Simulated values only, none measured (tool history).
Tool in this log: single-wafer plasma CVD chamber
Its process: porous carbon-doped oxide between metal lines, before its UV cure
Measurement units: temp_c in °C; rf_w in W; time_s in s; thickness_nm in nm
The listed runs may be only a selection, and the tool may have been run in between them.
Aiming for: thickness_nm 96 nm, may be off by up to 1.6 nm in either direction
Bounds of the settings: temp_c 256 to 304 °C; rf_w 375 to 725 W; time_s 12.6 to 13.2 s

run,day,temp_c,rf_w,time_s,thickness_nm
1,0,280,550,13.2,89.356
2,0.092,290,550,13.2,83.147
3,0.358,290,550,12.6,79.798
4,0.562,290,580,12.6,83.32
5,0.708,288,580,12.6,83.97
6,0.829,286,580,12.6,85.623
7,0.858,284,580,12.6,86.536
8,1.121,282,580,12.6,87.683

Which single option among these 4 for the next run brings every result within its allowed miss of target? Just one does.
A,1.383,274,605,13.1,?
B,1.383,278,625,13.2,?
C,1.383,275,600,12.7,?
D,1.383,277,660,12.6,?

move,thickness_nm
A,100.33
B,100.68
C,96.017
D,101.14
A: pushes the last run's worst result past its target
B: pushes the last run's worst result past its target
C: all results in spec
D: pushes the last run's worst result past its target
C meets every target.
